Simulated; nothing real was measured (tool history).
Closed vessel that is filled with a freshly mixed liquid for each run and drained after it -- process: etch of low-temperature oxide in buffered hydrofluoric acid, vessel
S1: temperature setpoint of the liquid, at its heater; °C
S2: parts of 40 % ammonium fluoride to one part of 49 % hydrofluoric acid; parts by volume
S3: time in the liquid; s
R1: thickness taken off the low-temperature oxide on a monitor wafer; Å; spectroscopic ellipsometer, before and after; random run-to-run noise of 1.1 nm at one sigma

| run | hour | S1 | S2 | S3 | R1 |
|---|---|---|---|---|---|
| 1 | 0 | 25 | 9.5 | 30 | 683.11 |
| 2 | 8.9 | 26 | 9 | 30 | 756.86 |
| 3 | 12.4 | 27 | 8.5 | 30 | 854.41 |
| 4 | 16.5 | 24.5 | 8.5 | 30 | 746.25 |
| 5 | 19 | 24.5 | 10 | 30 | 658.27 |
| 6 | 24.8 | 24.5 | 7.5 | 30 | 850.03 |
| 7 | 28.3 | 25.5 | 7.5 | 30 | 891.6 |

Estimate the outcome of run 8 from the log above:
| 8 | 36 | 26.5 | 7.5 | 30 | ? |

R1: 939.04 Å
